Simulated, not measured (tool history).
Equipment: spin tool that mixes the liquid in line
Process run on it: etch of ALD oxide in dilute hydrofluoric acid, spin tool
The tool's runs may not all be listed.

run	hour	temperature setpoint of the liquid (K)	parts of water to one part of 49 % hydrofluoric acid (parts by volume)	time under the liquid (s)	thickness taken off the ALD oxide on a monitor wafer (Å)
1	0	294.15	145	25	20.912
2	6.4	295.15	140	25	22.643
3	7.4	295.65	135	25	24.167
4	15.1	292.65	135	25	21.263
5	22.1	292.65	180	25	15.358
6	28.5	293.65	170	25	16.878

Run 7 comes next. What will it give?
7	30.7	294.65	165	25	?

Run 7 yielded thickness taken off the ALD oxide on a monitor wafer (Å) 18.06.

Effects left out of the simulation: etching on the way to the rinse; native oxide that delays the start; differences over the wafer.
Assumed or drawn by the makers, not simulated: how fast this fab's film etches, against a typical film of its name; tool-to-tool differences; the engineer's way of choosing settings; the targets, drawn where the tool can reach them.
